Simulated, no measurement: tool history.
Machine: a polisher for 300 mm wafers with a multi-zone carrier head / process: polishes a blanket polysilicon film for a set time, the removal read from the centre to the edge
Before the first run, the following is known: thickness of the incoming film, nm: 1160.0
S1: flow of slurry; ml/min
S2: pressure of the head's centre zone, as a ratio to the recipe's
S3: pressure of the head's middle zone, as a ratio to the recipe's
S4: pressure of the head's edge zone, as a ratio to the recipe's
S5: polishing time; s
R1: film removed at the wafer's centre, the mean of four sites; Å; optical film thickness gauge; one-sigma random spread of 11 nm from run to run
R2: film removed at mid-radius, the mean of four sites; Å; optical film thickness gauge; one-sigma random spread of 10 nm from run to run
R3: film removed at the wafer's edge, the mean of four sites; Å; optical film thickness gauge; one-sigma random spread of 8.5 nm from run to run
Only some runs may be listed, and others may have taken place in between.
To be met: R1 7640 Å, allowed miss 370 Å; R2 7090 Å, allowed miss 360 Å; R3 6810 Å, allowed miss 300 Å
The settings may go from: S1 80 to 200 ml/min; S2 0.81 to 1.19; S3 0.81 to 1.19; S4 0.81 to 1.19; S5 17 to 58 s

Run 1, hour 0: S1 130 ml/min, S2 1, S3 1, S4 1, S5 37 s. Result: R1 4272.9 Å, R2 4867.2 Å, R3 4890.5 Å.
Run 2, hour 5.7: S1 135 ml/min, S2 1.03, S3 1, S4 1, S5 39 s. Result: R1 4620.4 Å, R2 5172.3 Å, R3 5046.8 Å.
Run 3, hour 9.9: S1 135 ml/min, S2 1.03, S3 1.05, S4 1, S5 39 s. Result: R1 4719.5 Å, R2 5416.3 Å, R3 5144.4 Å.
Run 4, hour 15.9: S1 105 ml/min, S2 1.03, S3 1.05, S4 1, S5 39 s. Result: R1 4357.5 Å, R2 5009 Å, R3 4836.7 Å.
Run 5, hour 18.3: S1 115 ml/min, S2 1.05, S3 1.04, S4 1.01, S5 40 s. Result: R1 4821.2 Å, R2 5211.3 Å, R3 5122.6 Å.
Run 6, hour 19.9: S1 115 ml/min, S2 1.05, S3 1.04, S4 1.01, S5 36 s. Result: R1 4226.7 Å, R2 4694.4 Å, R3 4639.5 Å.
Run 7, hour 28.4: S1 125 ml/min, S2 1.07, S3 1.04, S4 1.02, S5 38 s. Result: R1 4654.5 Å, R2 5102.1 Å, R3 5035.6 Å.
Run 8, hour 29.5: S1 130 ml/min, S2 1.09, S3 1.03, S4 1.01, S5 40 s. Result: R1 5156.8 Å, R2 5333 Å, R3 5254.6 Å.
Run 9, hour 33: S1 130 ml/min, S2 1.09, S3 1.03, S4 1.01, S5 40 s. Result: R1 5125.6 Å, R2 5373.1 Å, R3 5428.4 Å.
Run 10, hour 39.8: S1 165 ml/min, S2 1.19, S3 1.04, S4 0.96, S5 48 s. Result: R1 6911.6 Å, R2 6721 Å, R3 6445 Å.
Run 11, hour 46.1: S1 170 ml/min, S2 1.19, S3 1.03, S4 0.95, S5 49 s. Result: R1 7160.6 Å, R2 6947.5 Å, R3 6587 Å.
Run 12, hour 49.6: S1 170 ml/min, S2 1.19, S3 1.02, S4 0.94, S5 49 s. Result: R1 7256.3 Å, R2 6861.3 Å, R3 6644.5 Å.

Which one of the following 5 next-run settings gets every result inside its allowed miss? There is exactly one.
Run A, hour 53.1: S1 150 ml/min, S2 1.03, S3 1.03, S4 1.04, S5 56 s. Result: R1 ?, R2 ?, R3 ?.
Run B, hour 53.1: S1 155 ml/min, S2 1.09, S3 1.01, S4 0.96, S5 52 s. Result: R1 ?, R2 ?, R3 ?.
Run C, hour 53.1: S1 170 ml/min, S2 1.16, S3 1, S4 0.94, S5 48 s. Result: R1 ?, R2 ?, R3 ?.
Run D, hour 53.1: S1 190 ml/min, S2 1.19, S3 0.98, S4 0.91, S5 51 s. Result: R1 ?, R2 ?, R3 ?.
Run E, hour 53.1: S1 190 ml/min, S2 1.07, S3 0.96, S4 1.11, S5 51 s. Result: R1 ?, R2 ?, R3 ?.

move      R1      R2      R3
   A    7067  7924.5  7656.6
   B  6972.9  7294.4  6874.4
   C  6960.7  6796.6  6363.5
   D  7735.4    7243  6753.7
   E    6994  7131.2  7437.7
A: the biggest miss grows against the last run
B: the biggest miss grows against the last run
C: the biggest miss grows against the last run
D: all results in spec
E: the biggest miss grows against the last run
The move that meets every target is D.
